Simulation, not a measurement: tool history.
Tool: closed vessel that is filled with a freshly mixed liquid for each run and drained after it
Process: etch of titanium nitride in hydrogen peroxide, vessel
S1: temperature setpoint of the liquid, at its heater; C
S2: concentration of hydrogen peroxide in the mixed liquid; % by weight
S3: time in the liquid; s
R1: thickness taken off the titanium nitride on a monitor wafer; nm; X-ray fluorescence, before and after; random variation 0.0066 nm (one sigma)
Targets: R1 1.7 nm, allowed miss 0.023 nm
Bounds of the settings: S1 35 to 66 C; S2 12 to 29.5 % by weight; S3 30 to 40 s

| run | hour | S1 | S2 | S3 | R1 |
|---|---|---|---|---|---|
| 1 | 0 | 51 | 20 | 40 | 2.332 |
| 2 | 7.4 | 54.5 | 20 | 40 | 2.9911 |
| 3 | 10.5 | 54.5 | 20 | 40 | 2.9971 |
| 4 | 15.2 | 54.5 | 20 | 40 | 3.0245 |
| 5 | 22.7 | 54.5 | 21.5 | 40 | 3.0174 |
| 6 | 24.3 | 53.5 | 21.5 | 40 | 2.8387 |
| 7 | 29.2 | 52.5 | 21.5 | 40 | 2.6539 |
| 8 | 37.2 | 45 | 21.5 | 40 | 1.5288 |

Which of these 5 next moves meets every target?
| A | 45.2 | 46 | 19 | 40 | ? |
| B | 45.2 | 47 | 21 | 40 | ? |
| C | 45.2 | 44 | 14.5 | 40 | ? |
| D | 45.2 | 47 | 13 | 40 | ? |
| E | 45.2 | 46 | 24.5 | 40 | ? |

| move | R1 |
|---|---|
| A | 1.6023 |
| B | 1.7625 |
| C | 1.3037 |
| D | 1.5923 |
| E | 1.6926 |
A: nearer than the last run, and not there yet
B: takes the result that was furthest off past its target
C: further off than the last run
D: nearer than the last run, and not there yet
E: meets every target
The right move is E.
